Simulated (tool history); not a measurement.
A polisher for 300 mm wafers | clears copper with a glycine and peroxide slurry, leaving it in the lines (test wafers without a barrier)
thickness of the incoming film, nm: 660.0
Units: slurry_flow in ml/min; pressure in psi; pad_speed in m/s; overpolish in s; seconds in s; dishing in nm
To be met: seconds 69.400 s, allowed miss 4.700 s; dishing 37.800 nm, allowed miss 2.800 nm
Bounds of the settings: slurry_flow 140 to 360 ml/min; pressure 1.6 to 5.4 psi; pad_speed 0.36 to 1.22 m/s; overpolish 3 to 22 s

{"run": 1, "hour": 0.0, "slurry_flow": 230, "pressure": 3.5, "pad_speed": 0.78, "overpolish": 11, "seconds": 115.91, "dishing": 41.171}
{"run": 2, "hour": 7.3, "slurry_flow": 230, "pressure": 2.8, "pad_speed": 0.78, "overpolish": 11, "seconds": 139.29, "dishing": 36.248}
{"run": 3, "hour": 15.1, "slurry_flow": 230, "pressure": 3.1, "pad_speed": 0.78, "overpolish": 10, "seconds": 128.4, "dishing": 35.149}
{"run": 4, "hour": 20.2, "slurry_flow": 280, "pressure": 3.1, "pad_speed": 0.78, "overpolish": 10, "seconds": 123.21, "dishing": 36.384}
{"run": 5, "hour": 25.6, "slurry_flow": 280, "pressure": 3.4, "pad_speed": 0.78, "overpolish": 10, "seconds": 114.44, "dishing": 37.64}
{"run": 6, "hour": 27.5, "slurry_flow": 280, "pressure": 3.4, "pad_speed": 0.78, "overpolish": 7, "seconds": 111.82, "dishing": 28.733}
{"hour": 30.3, "done": "slurry nozzle cleaned"}
{"run": 7, "hour": 30.3, "slurry_flow": 280, "pressure": 3.6, "pad_speed": 0.78, "overpolish": 7, "seconds": 96.372, "dishing": 29.455}
{"run": 8, "hour": 39.3, "slurry_flow": 280, "pressure": 3.7, "pad_speed": 0.78, "overpolish": 7, "seconds": 97.382, "dishing": 31.819}
{"run": 9, "hour": 47.7, "slurry_flow": 280, "pressure": 3.8, "pad_speed": 0.78, "overpolish": 7, "seconds": 94.853, "dishing": 31.997}
{"run": 10, "hour": 51.0, "slurry_flow": 280, "pressure": 3.8, "pad_speed": 0.78, "overpolish": 7, "seconds": 97.981, "dishing": 31.472}
{"run": 11, "hour": 56.8, "slurry_flow": 280, "pressure": 3.9, "pad_speed": 0.78, "overpolish": 7, "seconds": 96.709, "dishing": 32.861}

Which of these 5 next moves meets every target?
{"run": "A", "hour": 62.6, "slurry_flow": 310, "pressure": 2.5, "pad_speed": 0.62, "overpolish": 15, "seconds": "?", "dishing": "?"}
{"run": "B", "hour": 62.6, "slurry_flow": 245, "pressure": 3.7, "pad_speed": 0.64, "overpolish": 7, "seconds": "?", "dishing": "?"}
{"run": "C", "hour": 62.6, "slurry_flow": 270, "pressure": 4.6, "pad_speed": 0.94, "overpolish": 5, "seconds": "?", "dishing": "?"}
{"run": "D", "hour": 62.6, "slurry_flow": 285, "pressure": 4.7, "pad_speed": 0.94, "overpolish": 6, "seconds": "?", "dishing": "?"}
{"run": "E", "hour": 62.6, "slurry_flow": 280, "pressure": 2.6, "pad_speed": 0.64, "overpolish": 9, "seconds": "?", "dishing": "?"}

move=A seconds=151.950 dishing=43.775
move=B seconds=113.030 dishing=29.097
move=C seconds=73.421 dishing=31.619
move=D seconds=71.651 dishing=37.966
move=E seconds=146.640 dishing=28.802
A: further off than the last run
B: further off than the last run
C: brings the result that was furthest off to its target, and leaves another outside
D: meets every target
E: further off than the last run
Answer: D
